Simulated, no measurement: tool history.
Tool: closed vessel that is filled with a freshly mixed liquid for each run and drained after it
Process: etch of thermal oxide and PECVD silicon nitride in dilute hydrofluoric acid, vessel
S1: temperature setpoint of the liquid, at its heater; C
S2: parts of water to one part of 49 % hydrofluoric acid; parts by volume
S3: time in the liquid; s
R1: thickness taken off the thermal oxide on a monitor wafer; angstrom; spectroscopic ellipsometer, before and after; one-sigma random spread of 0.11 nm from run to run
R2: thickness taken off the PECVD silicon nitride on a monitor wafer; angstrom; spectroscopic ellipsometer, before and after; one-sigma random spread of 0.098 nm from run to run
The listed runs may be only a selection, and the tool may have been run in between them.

run,hour,S1,S2,S3,R1,R2
1,0.0,21.0,140,205,72.721,66.987
2,7.7,19.5,140,205,67.947,60.467
3,8.7,17.0,140,205,61.299,51.203
4,15.4,17.0,140,205,61.648,50.690
5,23.7,17.0,90,205,101.230,77.253
6,30.2,17.0,90,205,100.550,76.023
7,31.1,17.5,85,205,109.480,85.255
8,37.0,17.5,80,205,116.360,89.863
9,45.3,17.5,75,205,124.570,96.122
10,47.4,17.5,65,200,140.840,106.730

Forecast run 11:
11,50.1,18.0,60,195,?,?

{"run 11": {"R1": 154.19, "R2": 116.85}}
